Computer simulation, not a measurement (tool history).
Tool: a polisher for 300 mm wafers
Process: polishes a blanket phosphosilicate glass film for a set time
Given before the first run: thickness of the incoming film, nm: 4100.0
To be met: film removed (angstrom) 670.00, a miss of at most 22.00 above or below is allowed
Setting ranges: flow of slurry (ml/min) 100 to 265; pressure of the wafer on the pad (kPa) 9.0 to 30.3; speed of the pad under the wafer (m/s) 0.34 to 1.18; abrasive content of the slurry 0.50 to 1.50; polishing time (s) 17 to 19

| run | hour | flow of slurry (ml/min) | pressure of the wafer on the pad (kPa) | speed of the pad under the wafer (m/s) | abrasive content of the slurry | polishing time (s) | film removed (angstrom) |
|---|---|---|---|---|---|---|---|
| 1 | 0.0 | 170 | 19.3 | 0.76 | 1.00 | 19 | 1216.50 |
| 2 | 7.4 | 205 | 19.3 | 0.76 | 1.00 | 19 | 1238.30 |
| 3 | 12.7 | 205 | 15.9 | 0.74 | 1.00 | 19 | 1054.50 |
| 4 | 13.6 | 205 | 20.0 | 0.74 | 1.00 | 19 | 1265.90 |
| 5 | 14.8 | 200 | 16.5 | 0.70 | 1.00 | 19 | 1032.80 |
| 6 | 20.1 | 195 | 14.5 | 0.68 | 1.00 | 19 | 915.93 |
| 7 | 21.1 | 195 | 14.5 | 0.68 | 1.00 | 19 | 914.13 |
| 8 | 22.8 | 190 | 13.1 | 0.66 | 1.00 | 19 | 834.24 |
| 9 | 30.0 | 185 | 11.7 | 0.66 | 1.00 | 19 | 768.61 |
| 10 | 32.1 | 175 | 11.0 | 0.66 | 1.00 | 19 | 733.17 |
| 11 | 40.5 | 165 | 11.0 | 0.66 | 1.00 | 19 | 732.35 |

Exercise: of the 4 proposed moves below, exactly one satisfies all targets within the stated allowed misses. Which move is it?
| A | 48.9 | 175 | 12.4 | 0.52 | 1.05 | 19 | ? |
| B | 48.9 | 175 | 12.4 | 0.58 | 0.90 | 17 | ? |
| C | 48.9 | 190 | 11.0 | 0.74 | 1.05 | 17 | ? |
| D | 48.9 | 175 | 9.7 | 0.64 | 1.00 | 18 | ? |

| move | film removed (angstrom) |
|---|---|
| A | 667.78 |
| B | 607.65 |
| C | 742.31 |
| D | 621.20 |
A: each result inside its tolerance
B: carries the result that was furthest off beyond its target, to the other side
C: misses by more than the last run did
D: carries the result that was furthest off beyond its target, to the other side
A meets every target.
